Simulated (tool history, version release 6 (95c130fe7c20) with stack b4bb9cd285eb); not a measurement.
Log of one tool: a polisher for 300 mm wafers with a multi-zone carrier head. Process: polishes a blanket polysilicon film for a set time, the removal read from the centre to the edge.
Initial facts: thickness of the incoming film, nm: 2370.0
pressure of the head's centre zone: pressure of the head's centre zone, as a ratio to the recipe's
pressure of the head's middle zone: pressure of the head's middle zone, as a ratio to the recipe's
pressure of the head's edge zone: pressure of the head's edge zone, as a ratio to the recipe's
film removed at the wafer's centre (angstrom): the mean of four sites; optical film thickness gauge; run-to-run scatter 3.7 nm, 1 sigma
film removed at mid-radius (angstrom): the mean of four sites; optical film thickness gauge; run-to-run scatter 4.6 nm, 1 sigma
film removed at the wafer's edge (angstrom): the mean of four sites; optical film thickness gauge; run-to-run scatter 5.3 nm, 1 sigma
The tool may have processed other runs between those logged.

| run | day | flow of slurry (ml/min) | pressure of the head's centre zone | pressure of the head's middle zone | pressure of the head's edge zone | polishing time (s) | film removed at the wafer's centre (angstrom) | film removed at mid-radius (angstrom) | film removed at the wafer's edge (angstrom) |
|---|---|---|---|---|---|---|---|---|---|
| 1 | 0 | 270 | 1 | 1 | 1 | 62 | 6093.9 | 6039.7 | 6435.9 |
| 2 | 0.267 | 270 | 1 | 1 | 1 | 50 | 4934.3 | 4959.5 | 5122.9 |
| 3 | 0.604 | 270 | 1 | 1 | 0.96 | 50 | 5000.5 | 4912.9 | 4925 |
| 4 | 0.646 | 270 | 1 | 1.03 | 0.96 | 50 | 4945.1 | 5098.3 | 5024.7 |
| 5 | 0.883 | 270 | 1 | 1.03 | 0.93 | 50 | 4934.5 | 5111.9 | 4954.8 |
| 6 | 0.954 | 270 | 1 | 1.03 | 0.93 | 62 | 6213.6 | 6307.1 | 6050.2 |
| 7 | 1.129 | 265 | 0.98 | 1.03 | 0.92 | 60 | 5782.6 | 6135.2 | 5834.5 |
| 8 | 1.35 | 265 | 0.97 | 1.02 | 0.91 | 58 | 5571.8 | 5859.5 | 5631.1 |
| 9 | 1.621 | 265 | 0.96 | 1.02 | 0.9 | 56 | 5360.4 | 5618.7 | 5571.1 |
| 10 | 1.708 | 265 | 0.96 | 1.03 | 0.9 | 54 | 5107.6 | 5523.6 | 5192.4 |
| 11 | 1.821 | 265 | 0.95 | 1.03 | 0.89 | 52 | 4891.3 | 5159.8 | 5075.5 |

Forecast run 12:
| 12 | 2.079 | 260 | 0.94 | 1.04 | 0.88 | 50 | ? | ? | ? |

Logged for run 12: film removed at the wafer's centre (angstrom) 4688.3, film removed at mid-radius (angstrom) 5084.1, film removed at the wafer's edge (angstrom) 4753.4.
